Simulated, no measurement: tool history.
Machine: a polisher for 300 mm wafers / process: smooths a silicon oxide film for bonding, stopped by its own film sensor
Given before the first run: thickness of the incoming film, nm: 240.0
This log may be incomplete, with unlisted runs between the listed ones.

run  hour  flow of slurry (ml/min)  pressure of the wafer on the pad (psi)  speed of the pad under the wafer (cm/s)  abrasive content of the slurry  target thickness at which the film sensor stops the polish (angstrom)  time until the film sensor stopped the polish (s)
  1     0                      140                                     1.8                                      108                               1                                                                   2150                                              37.16
  2   2.2                      140                                     1.8                                      108                               1                                                                   2150                                             37.069
  3     9                      170                                     1.8                                      108                               1                                                                   2150                                             37.235
  4  15.7                      170                                     1.8                                      108                             0.8                                                                   2150                                             41.207
  5  22.5                      170                                     1.9                                      110                             0.8                                                                   2150                                             38.185
  6  24.8                      140                                     1.9                                      110                             0.8                                                                   2150                                              40.03
  7  28.9                      140                                       2                                      112                             0.8                                                                   2150                                              37.05

For run 8, what comes out?
  8  34.3                      145                                     2.5                                      118                             0.8                                                                   2150                                                  ?

{"run 8": {"time until the film sensor stopped the polish (s)": 29.858}}

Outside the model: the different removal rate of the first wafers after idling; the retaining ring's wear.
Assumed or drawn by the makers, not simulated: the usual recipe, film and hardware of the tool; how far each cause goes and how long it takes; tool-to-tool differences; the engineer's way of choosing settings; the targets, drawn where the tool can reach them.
